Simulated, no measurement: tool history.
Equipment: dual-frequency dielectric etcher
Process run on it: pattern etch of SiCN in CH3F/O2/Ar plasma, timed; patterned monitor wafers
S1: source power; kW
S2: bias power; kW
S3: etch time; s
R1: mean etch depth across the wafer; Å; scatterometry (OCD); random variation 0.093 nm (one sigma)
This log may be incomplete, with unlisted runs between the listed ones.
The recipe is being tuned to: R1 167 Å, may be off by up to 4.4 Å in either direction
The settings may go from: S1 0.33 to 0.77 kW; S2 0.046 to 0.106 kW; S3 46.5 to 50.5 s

{"run": 1, "hour": 0.0, "S1": 0.55, "S2": 0.076, "S3": 50.5, "R1": 217.87}
{"run": 2, "hour": 4.8, "S1": 0.55, "S2": 0.076, "S3": 50.5, "R1": 217.14}
{"run": 3, "hour": 8.5, "S1": 0.55, "S2": 0.076, "S3": 50.5, "R1": 217.02}
{"run": 4, "hour": 16.8, "S1": 0.55, "S2": 0.065, "S3": 50.5, "R1": 201.55}
{"run": 5, "hour": 20.0, "S1": 0.55, "S2": 0.072, "S3": 50.5, "R1": 211.38}
{"run": 6, "hour": 25.3, "S1": 0.55, "S2": 0.083, "S3": 50.5, "R1": 223.68}
{"run": 7, "hour": 26.7, "S1": 0.53, "S2": 0.079, "S3": 50, "R1": 215.58}
{"run": 8, "hour": 27.2, "S1": 0.51, "S2": 0.076, "S3": 49.5, "R1": 206.91}
{"run": 9, "hour": 32.8, "S1": 0.49, "S2": 0.074, "S3": 49.5, "R1": 199.54}
{"run": 10, "hour": 36.2, "S1": 0.47, "S2": 0.073, "S3": 49.5, "R1": 194.15}
{"run": 11, "hour": 43.4, "S1": 0.45, "S2": 0.072, "S3": 49.5, "R1": 191.76}
{"run": 12, "hour": 52.2, "S1": 0.44, "S2": 0.071, "S3": 49.5, "R1": 189.42}
{"run": 13, "hour": 58.5, "S1": 0.43, "S2": 0.07, "S3": 49.5, "R1": 185.58}
{"run": 14, "hour": 63.4, "S1": 0.42, "S2": 0.069, "S3": 49.5, "R1": 183.61}
{"run": 15, "hour": 71.8, "S1": 0.41, "S2": 0.068, "S3": 49.5, "R1": 179.09}
{"run": 16, "hour": 80.2, "S1": 0.4, "S2": 0.068, "S3": 49.5, "R1": 178.31}
{"run": 17, "hour": 83.6, "S1": 0.39, "S2": 0.068, "S3": 49.5, "R1": 178.35}
{"run": 18, "hour": 90.1, "S1": 0.38, "S2": 0.067, "S3": 49.5, "R1": 173.67}

Which single option among these 4 for the next run brings every result within its allowed miss of target? Just one does.
{"run": "A", "hour": 96.6, "S1": 0.36, "S2": 0.061, "S3": 48.5, "R1": "?"}
{"run": "B", "hour": 96.6, "S1": 0.39, "S2": 0.066, "S3": 47, "R1": "?"}
{"run": "C", "hour": 96.6, "S1": 0.35, "S2": 0.069, "S3": 46.5, "R1": "?"}
{"run": "D", "hour": 96.6, "S1": 0.34, "S2": 0.062, "S3": 47.5, "R1": "?"}

move=A R1=161.03
move=B R1=167.04
move=C R1=161.69
move=D R1=155.35
A: the result that was furthest off in the last run now lies on the other side of its target
B: every result within its allowed miss
C: the result that was furthest off in the last run now lies on the other side of its target
D: the result that was furthest off in the last run now lies on the other side of its target
Go with B: it meets all targets.
